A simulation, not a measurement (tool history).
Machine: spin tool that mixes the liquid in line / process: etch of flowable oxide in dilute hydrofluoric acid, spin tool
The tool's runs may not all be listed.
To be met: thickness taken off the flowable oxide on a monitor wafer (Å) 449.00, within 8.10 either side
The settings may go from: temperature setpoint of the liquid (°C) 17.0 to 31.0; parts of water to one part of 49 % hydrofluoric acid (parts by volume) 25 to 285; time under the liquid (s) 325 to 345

run	hour	temperature setpoint of the liquid (°C)	parts of water to one part of 49 % hydrofluoric acid (parts by volume)	time under the liquid (s)	thickness taken off the flowable oxide on a monitor wafer (Å)
1	0.0	23.0	155	325	629.79
2	6.9	23.0	130	325	772.82
3	8.2	22.0	135	325	719.42
4	9.4	21.5	140	325	668.58
5	12.8	21.0	145	325	632.80
6	18.2	20.5	150	325	592.65
7	27.1	20.0	150	325	584.13
8	35.3	19.5	155	325	550.90
9	41.8	19.0	155	325	538.47
10	45.7	18.5	155	325	524.86
11	48.5	17.5	160	325	488.61

Pick the move, out of 4, that brings all results within their allowed miss; only one does.
A	51.3	17.0	175	335	?
B	51.3	17.0	150	345	?
C	51.3	17.0	165	325	?
D	51.3	18.5	160	345	?

move	thickness taken off the flowable oxide on a monitor wafer (Å)
A	445.91
B	548.70
C	463.18
D	541.35
A: hits every target within its allowed miss
B: lands further from the targets than the last run did
C: closer than the last run, but not yet in spec
D: lands further from the targets than the last run did
Move A is the one to make.
